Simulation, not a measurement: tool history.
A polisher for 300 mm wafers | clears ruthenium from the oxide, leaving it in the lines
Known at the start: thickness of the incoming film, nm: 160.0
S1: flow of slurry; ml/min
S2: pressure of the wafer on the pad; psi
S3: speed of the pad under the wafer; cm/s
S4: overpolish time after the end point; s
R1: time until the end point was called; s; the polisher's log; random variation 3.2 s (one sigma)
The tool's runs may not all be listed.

run    day   S1   S2  S3  S4      R1
  1      0  120  2.2  82  15     153
  2  0.062  120  2.2  82  15  150.77
  3  0.388  120  2.5  82  15  135.09
  4  0.579  130  2.5  82  15  130.74
  5  0.704  125  2.2  82  15  150.28
  6  0.962  120    2  82  15  164.83
  7  1.283  115  1.8  82  15  186.33
  8  1.629  110  1.7  82  15  199.94
  9  1.904  105  1.6  82  15  216.04
 10      2  100  1.6  82  15  217.17

The next listed run, before its measurement:
 11  2.296  95  1.5  82  15   ?

Run 11 gave R1 234.24 s.
